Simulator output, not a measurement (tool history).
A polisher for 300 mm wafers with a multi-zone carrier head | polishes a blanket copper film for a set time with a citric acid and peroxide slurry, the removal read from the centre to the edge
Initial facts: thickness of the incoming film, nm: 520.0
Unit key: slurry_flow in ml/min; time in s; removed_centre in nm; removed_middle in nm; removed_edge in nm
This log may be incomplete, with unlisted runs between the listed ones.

run,hour,slurry_flow,centre_zone,middle_zone,edge_zone,slurry_solids,time,removed_centre,removed_middle,removed_edge
1,0.0,150,1.00,1.00,1.00,1.00,59,151.69,154.40,154.78
2,0.8,150,1.00,1.00,1.08,1.00,59,151.07,157.78,160.32
3,2.1,175,1.00,1.00,1.08,1.00,59,156.38,160.01,166.12
4,6.0,175,1.00,1.00,1.08,1.10,59,161.45,164.78,170.99
5,9.2,175,1.08,1.00,1.08,1.10,59,174.12,163.64,170.55
6,17.6,185,1.04,1.00,1.11,1.20,59,172.32,170.91,176.50
7,20.9,190,1.01,0.99,1.13,1.25,60,175.56,172.17,184.70
8,28.5,205,0.91,1.08,1.19,1.50,62,171.46,202.26,207.70

Forecast run 9:
9,34.2,205,0.91,1.07,1.19,1.50,62,?,?,?

{"run 9": {"removed_centre": 173.49, "removed_middle": 200.9, "removed_edge": 206.52}}

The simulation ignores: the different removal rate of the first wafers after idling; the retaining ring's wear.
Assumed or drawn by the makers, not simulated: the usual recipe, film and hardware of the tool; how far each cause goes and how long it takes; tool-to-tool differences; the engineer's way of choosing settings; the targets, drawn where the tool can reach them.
